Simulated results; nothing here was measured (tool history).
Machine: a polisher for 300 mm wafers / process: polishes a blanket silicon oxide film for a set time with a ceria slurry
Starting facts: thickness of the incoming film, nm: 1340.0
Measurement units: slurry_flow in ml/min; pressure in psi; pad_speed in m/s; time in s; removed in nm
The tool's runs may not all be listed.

run,hour,slurry_flow,pressure,pad_speed,time,removed
1,0.0,280,3.5,0.82,39,167.33
2,8.1,280,3.5,0.82,36,152.74
3,14.9,280,3.5,0.82,36,151.03
4,16.9,340,3.5,0.82,36,155.33
5,18.5,290,3.5,0.82,36,150.19
6,26.9,290,3.3,0.82,36,144.75
7,31.4,290,3.1,0.82,36,138.41

What does the tool deliver on the next run?
8,36.9,290,2.9,0.82,36,?

Run 8 measured removed 129.41 nm.
